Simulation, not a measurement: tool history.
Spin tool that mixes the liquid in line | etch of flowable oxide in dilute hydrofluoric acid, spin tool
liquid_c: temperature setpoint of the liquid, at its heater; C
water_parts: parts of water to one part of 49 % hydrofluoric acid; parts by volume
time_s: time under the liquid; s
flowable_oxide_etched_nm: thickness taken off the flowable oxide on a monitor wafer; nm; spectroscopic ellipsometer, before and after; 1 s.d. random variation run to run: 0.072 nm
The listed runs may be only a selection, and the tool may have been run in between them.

| run | hour | liquid_c | water_parts | time_s | flowable_oxide_etched_nm |
|---|---|---|---|---|---|
| 1 | 0 | 23 | 110 | 20 | 6.7353 |
| 2 | 4.2 | 23 | 145 | 20 | 4.9178 |
| 3 | 10 | 25.5 | 110 | 20 | 7.4082 |
| 4 | 13.9 | 27 | 85 | 20 | 10.512 |
| 5 | 15.3 | 28 | 70 | 20 | 13.678 |
| 6 | 23.8 | 29 | 65 | 20 | 15.332 |
| 7 | 28.5 | 29.5 | 60 | 20 | 17.046 |
| 8 | 29.7 | 30 | 60 | 20 | 17.418 |

Run 9 has not been measured yet. What should we expect?
| 9 | 33.9 | 31 | 50 | 20 | ? |

flowable_oxide_etched_nm: 22.259 nm
